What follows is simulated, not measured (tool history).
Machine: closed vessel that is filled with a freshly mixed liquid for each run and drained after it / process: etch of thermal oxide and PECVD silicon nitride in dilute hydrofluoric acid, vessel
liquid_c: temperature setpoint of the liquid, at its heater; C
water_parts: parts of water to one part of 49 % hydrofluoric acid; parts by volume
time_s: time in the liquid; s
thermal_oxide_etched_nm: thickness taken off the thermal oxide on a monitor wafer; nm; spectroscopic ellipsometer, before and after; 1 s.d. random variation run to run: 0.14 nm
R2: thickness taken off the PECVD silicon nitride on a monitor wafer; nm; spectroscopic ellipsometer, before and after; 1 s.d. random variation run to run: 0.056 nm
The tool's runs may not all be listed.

{"run": 1, "hour": 0.0, "liquid_c": 26.0, "water_parts": 165, "time_s": 1300, "thermal_oxide_etched_nm": 31.416, "R2": 17.896}
{"run": 2, "hour": 2.2, "liquid_c": 25.5, "water_parts": 175, "time_s": 1320, "thermal_oxide_etched_nm": 28.979, "R2": 16.796}
{"run": 3, "hour": 5.6, "liquid_c": 25.5, "water_parts": 175, "time_s": 1775, "thermal_oxide_etched_nm": 39.065, "R2": 22.558}
{"run": 4, "hour": 11.5, "liquid_c": 28.5, "water_parts": 175, "time_s": 1775, "thermal_oxide_etched_nm": 44.019, "R2": 27.082}
{"run": 5, "hour": 19.1, "liquid_c": 27.0, "water_parts": 190, "time_s": 1800, "thermal_oxide_etched_nm": 37.81, "R2": 23.081}
{"run": 6, "hour": 24.5, "liquid_c": 24.0, "water_parts": 190, "time_s": 1800, "thermal_oxide_etched_nm": 33.58, "R2": 19.031}
{"run": 7, "hour": 33.0, "liquid_c": 23.5, "water_parts": 200, "time_s": 1830, "thermal_oxide_etched_nm": 32.038, "R2": 17.85}
{"run": 8, "hour": 35.8, "liquid_c": 23.5, "water_parts": 210, "time_s": 1850, "thermal_oxide_etched_nm": 30.211, "R2": 17.26}

Run 9, settings as shown, results not yet in. Your forecast:
{"run": 9, "hour": 40.2, "liquid_c": 23.0, "water_parts": 220, "time_s": 1870, "thermal_oxide_etched_nm": "?", "R2": "?"}

{"run 9": {"thermal_oxide_etched_nm": 28.29, "R2": 15.962}}

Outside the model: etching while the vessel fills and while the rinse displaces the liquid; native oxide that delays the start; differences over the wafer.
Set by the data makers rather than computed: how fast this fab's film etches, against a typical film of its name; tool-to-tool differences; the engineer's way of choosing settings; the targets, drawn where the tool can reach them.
